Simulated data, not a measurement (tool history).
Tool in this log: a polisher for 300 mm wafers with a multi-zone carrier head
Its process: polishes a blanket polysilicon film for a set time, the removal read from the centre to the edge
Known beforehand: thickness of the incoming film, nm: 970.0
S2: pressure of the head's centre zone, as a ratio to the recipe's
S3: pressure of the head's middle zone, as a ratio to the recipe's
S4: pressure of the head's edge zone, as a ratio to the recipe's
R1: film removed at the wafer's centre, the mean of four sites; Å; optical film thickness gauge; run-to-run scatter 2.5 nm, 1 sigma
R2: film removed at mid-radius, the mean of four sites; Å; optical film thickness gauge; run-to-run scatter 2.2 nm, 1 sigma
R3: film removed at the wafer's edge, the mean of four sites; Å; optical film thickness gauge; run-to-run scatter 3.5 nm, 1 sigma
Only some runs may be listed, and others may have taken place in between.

Run 1, hour 0: flow of slurry (ml/min) 145, S2 1, S3 1, S4 1, polishing time (s) 44. Result: R1 2429 Å, R2 2510.1 Å, R3 2636.9 Å.
Run 2, hour 9: flow of slurry (ml/min) 155, S2 0.98, S3 1.03, S4 1.02, polishing time (s) 44. Result: R1 2448.6 Å, R2 2600.5 Å, R3 2669.9 Å.
Run 3, hour 10.2: flow of slurry (ml/min) 155, S2 0.94, S3 1.03, S4 1.02, polishing time (s) 44. Result: R1 2351.9 Å, R2 2607.1 Å, R3 2718.9 Å.
Run 4, hour 18.9: flow of slurry (ml/min) 185, S2 0.94, S3 1.03, S4 1.02, polishing time (s) 44. Result: R1 2401 Å, R2 2624.2 Å, R3 2716.8 Å.
Run 5, hour 23.8: flow of slurry (ml/min) 185, S2 0.92, S3 1.05, S4 1.02, polishing time (s) 45. Result: R1 2420.8 Å, R2 2744.8 Å, R3 2778.5 Å.
Run 6, hour 31.4: flow of slurry (ml/min) 185, S2 0.92, S3 1.05, S4 1.02, polishing time (s) 55. Result: R1 2897.7 Å, R2 3393.8 Å, R3 3338.6 Å.
Run 7, hour 32.6: flow of slurry (ml/min) 180, S2 0.9, S3 1.05, S4 1, polishing time (s) 55. Result: R1 2800 Å, R2 3364.7 Å, R3 3327.9 Å.
At hour 33.7: edge zone pressure recalibrated.
Run 8, hour 33.7: flow of slurry (ml/min) 175, S2 0.89, S3 1.06, S4 0.98, polishing time (s) 55. Result: R1 2794.1 Å, R2 3356.2 Å, R3 3205.3 Å.
Run 9, hour 40: flow of slurry (ml/min) 170, S2 0.88, S3 1.07, S4 0.98, polishing time (s) 55. Result: R1 2827.2 Å, R2 3356.3 Å, R3 3201 Å.
Run 10, hour 44.1: flow of slurry (ml/min) 210, S2 0.81, S3 1.17, S4 1.07, polishing time (s) 48. Result: R1 2318.7 Å, R2 3325.6 Å, R3 3013.6 Å.

What will run 11 give?
Run 11, hour 51.8: flow of slurry (ml/min) 210, S2 0.82, S3 1.17, S4 1.07, polishing time (s) 48. Result: R1 ?, R2 ?, R3 ?.

For run 11 the tool returned R1 2318.6 Å, R2 3283.3 Å, R3 2956.2 Å.

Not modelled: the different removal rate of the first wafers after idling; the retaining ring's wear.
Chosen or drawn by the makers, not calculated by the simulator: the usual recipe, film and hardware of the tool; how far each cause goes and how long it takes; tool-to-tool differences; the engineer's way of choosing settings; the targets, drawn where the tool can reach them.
